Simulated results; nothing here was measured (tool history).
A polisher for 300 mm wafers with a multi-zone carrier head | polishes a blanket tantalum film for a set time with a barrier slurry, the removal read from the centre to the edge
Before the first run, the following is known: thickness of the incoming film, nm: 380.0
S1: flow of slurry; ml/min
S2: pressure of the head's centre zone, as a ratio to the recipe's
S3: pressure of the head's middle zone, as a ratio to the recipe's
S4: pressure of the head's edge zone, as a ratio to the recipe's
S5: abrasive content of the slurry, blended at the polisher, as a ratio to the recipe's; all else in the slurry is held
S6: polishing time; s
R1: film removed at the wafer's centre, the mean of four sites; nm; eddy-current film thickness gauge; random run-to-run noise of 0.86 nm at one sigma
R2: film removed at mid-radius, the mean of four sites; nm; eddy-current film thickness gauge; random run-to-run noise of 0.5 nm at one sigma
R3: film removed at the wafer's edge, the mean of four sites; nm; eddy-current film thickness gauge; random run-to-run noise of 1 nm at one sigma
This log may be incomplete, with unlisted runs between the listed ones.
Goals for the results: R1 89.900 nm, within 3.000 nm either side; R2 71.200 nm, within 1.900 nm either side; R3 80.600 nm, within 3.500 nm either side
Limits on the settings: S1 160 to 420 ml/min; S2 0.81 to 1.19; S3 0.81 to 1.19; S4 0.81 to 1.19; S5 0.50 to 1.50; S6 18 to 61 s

Run 1, hour 0.0: S1 270 ml/min, S2 1.00, S3 1.00, S4 1.00, S5 1.00, S6 39 s. Result: R1 57.388 nm, R2 55.268 nm, R3 55.329 nm.
Run 2, hour 7.6: S1 270 ml/min, S2 1.00, S3 1.00, S4 1.00, S5 1.00, S6 31 s. Result: R1 46.147 nm, R2 43.555 nm, R3 43.182 nm.
Run 3, hour 15.2: S1 280 ml/min, S2 1.05, S3 0.99, S4 1.05, S5 1.15, S6 35 s. Result: R1 56.129 nm, R2 49.654 nm, R3 53.211 nm.
Run 4, hour 22.5: S1 255 ml/min, S2 1.05, S3 0.99, S4 1.05, S5 1.15, S6 35 s. Result: R1 55.113 nm, R2 49.801 nm, R3 50.681 nm.
Run 5, hour 27.1: S1 255 ml/min, S2 1.13, S3 0.99, S4 1.05, S5 1.15, S6 35 s. Result: R1 58.376 nm, R2 50.709 nm, R3 51.140 nm.
Run 6, hour 31.0: S1 255 ml/min, S2 1.13, S3 0.99, S4 1.05, S5 1.35, S6 35 s. Result: R1 60.564 nm, R2 51.313 nm, R3 53.367 nm.
Run 7, hour 34.1: S1 290 ml/min, S2 1.15, S3 1.00, S4 1.07, S5 1.40, S6 38 s. Result: R1 67.889 nm, R2 57.479 nm, R3 59.297 nm.
Run 8, hour 36.9: S1 305 ml/min, S2 1.16, S3 0.99, S4 1.10, S5 1.45, S6 41 s. Result: R1 74.487 nm, R2 62.610 nm, R3 64.703 nm.

Below are 5 possible settings for the next run. Only one of them brings all results inside the allowed miss of their targets. Which is it?
Run A, hour 39.7: S1 340 ml/min, S2 1.19, S3 1.07, S4 0.99, S5 1.35, S6 33 s. Result: R1 ?, R2 ?, R3 ?.
Run B, hour 39.7: S1 290 ml/min, S2 1.02, S3 1.02, S4 1.02, S5 1.35, S6 34 s. Result: R1 ?, R2 ?, R3 ?.
Run C, hour 39.7: S1 285 ml/min, S2 1.17, S3 1.04, S4 1.07, S5 1.35, S6 34 s. Result: R1 ?, R2 ?, R3 ?.
Run D, hour 39.7: S1 260 ml/min, S2 0.93, S3 1.12, S4 1.19, S5 1.45, S6 44 s. Result: R1 ?, R2 ?, R3 ?.
Run E, hour 39.7: S1 355 ml/min, S2 1.16, S3 0.93, S4 1.16, S5 1.35, S6 49 s. Result: R1 ?, R2 ?, R3 ?.

move      R1      R2      R3
   A  60.872  53.988  49.987
   B  54.207  52.677  51.656
   C  60.715  53.422  52.714
   D  65.091  73.965  72.090
   E  88.710  71.466  80.244
A: the biggest miss grows against the last run
B: the biggest miss grows against the last run
C: the biggest miss grows against the last run
D: the biggest miss grows against the last run
E: all results land within tolerance of their targets
Correct choice: E, which meets every target
